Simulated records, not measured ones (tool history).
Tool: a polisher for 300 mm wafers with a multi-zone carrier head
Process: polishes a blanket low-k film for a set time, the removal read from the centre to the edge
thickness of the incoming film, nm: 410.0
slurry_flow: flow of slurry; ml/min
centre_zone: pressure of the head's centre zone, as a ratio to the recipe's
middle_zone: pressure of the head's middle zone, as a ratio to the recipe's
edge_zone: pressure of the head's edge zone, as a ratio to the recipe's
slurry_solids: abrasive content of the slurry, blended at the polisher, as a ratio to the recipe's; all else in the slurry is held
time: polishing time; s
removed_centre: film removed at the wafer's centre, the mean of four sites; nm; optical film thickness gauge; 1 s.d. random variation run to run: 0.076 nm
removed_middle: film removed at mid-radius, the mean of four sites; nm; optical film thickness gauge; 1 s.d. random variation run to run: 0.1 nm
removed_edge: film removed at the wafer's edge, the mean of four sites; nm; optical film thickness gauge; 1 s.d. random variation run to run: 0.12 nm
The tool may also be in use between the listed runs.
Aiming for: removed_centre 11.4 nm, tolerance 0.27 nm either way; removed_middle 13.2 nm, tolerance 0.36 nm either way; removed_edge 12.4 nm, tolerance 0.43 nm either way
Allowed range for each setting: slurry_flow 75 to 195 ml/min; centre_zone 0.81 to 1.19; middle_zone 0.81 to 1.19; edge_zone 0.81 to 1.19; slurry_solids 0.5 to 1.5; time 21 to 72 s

| run | day | slurry_flow | centre_zone | middle_zone | edge_zone | slurry_solids | time | removed_centre | removed_middle | removed_edge |
|---|---|---|---|---|---|---|---|---|---|---|
| 1 | 0 | 125 | 1 | 1 | 1 | 1 | 46 | 23.842 | 24.203 | 24.044 |
| 2 | 0.229 | 125 | 1.06 | 1 | 1 | 1 | 46 | 25.309 | 24.466 | 23.699 |
| 3 | 0.371 | 125 | 1.06 | 1 | 1 | 1 | 53 | 29.166 | 27.693 | 27.468 |
| 4 | 0.65 | 125 | 1.06 | 1 | 0.95 | 1 | 53 | 29.327 | 27.953 | 26.416 |
| 5 | 0.875 | 125 | 1.06 | 1 | 0.95 | 1.1 | 53 | 30.344 | 28.669 | 28.46 |
| 6 | 1.246 | 125 | 1.06 | 1 | 0.9 | 1.1 | 53 | 30.087 | 29.354 | 27.123 |
| 7 | 1.504 | 120 | 1.04 | 0.98 | 0.9 | 1.05 | 51 | 28.114 | 26.731 | 26.196 |
| 8 | 1.721 | 105 | 0.94 | 1.08 | 0.83 | 0.8 | 38 | 16.231 | 19.091 | 16.016 |
| 9 | 1.871 | 105 | 0.93 | 1.07 | 0.83 | 0.75 | 38 | 15.699 | 17.909 | 15.801 |
| 10 | 1.9 | 105 | 0.92 | 1.07 | 0.83 | 0.7 | 37 | 14.54 | 17.17 | 14.912 |
| 11 | 2.129 | 105 | 0.92 | 1.06 | 0.83 | 0.7 | 37 | 14.609 | 17.05 | 14.918 |
| 12 | 2.317 | 90 | 0.85 | 0.97 | 0.82 | 0.5 | 33 | 10.001 | 11.765 | 11.17 |
| 13 | 2.633 | 95 | 0.85 | 0.97 | 0.82 | 0.5 | 33 | 10.182 | 11.927 | 11.174 |
| 14 | 2.967 | 100 | 0.85 | 0.97 | 0.83 | 0.5 | 33 | 10.222 | 12.047 | 11.612 |
| 15 | 3.267 | 135 | 0.9 | 1.01 | 0.82 | 0.5 | 32 | 11.319 | 12.755 | 11.583 |
| 16 | 3.558 | 145 | 0.87 | 1.02 | 0.92 | 0.55 | 32 | 11.65 | 13.541 | 12.838 |

Which single option among these 4 for the next run brings every result within its allowed miss of target? Just one does.
| A | 3.85 | 155 | 0.86 | 1.04 | 0.97 | 0.55 | 30 | ? | ? | ? |
| B | 3.85 | 140 | 0.81 | 1.01 | 0.95 | 0.55 | 33 | ? | ? | ? |
| C | 3.85 | 145 | 0.91 | 1.05 | 0.99 | 0.55 | 30 | ? | ? | ? |
| D | 3.85 | 125 | 0.81 | 0.98 | 1.04 | 0.5 | 34 | ? | ? | ? |

| move | removed_centre | removed_middle | removed_edge |
|---|---|---|---|
| A | 10.84 | 13.103 | 12.282 |
| B | 11.001 | 13.819 | 13.215 |
| C | 11.33 | 13.057 | 12.3 |
| D | 10.605 | 13.026 | 13.437 |
A: meets the target for the result that was furthest off, but another lies outside its allowed miss
B: the biggest miss grows against the last run
C: every result lands within tolerance
D: the biggest miss grows against the last run
The move that meets every target is C.
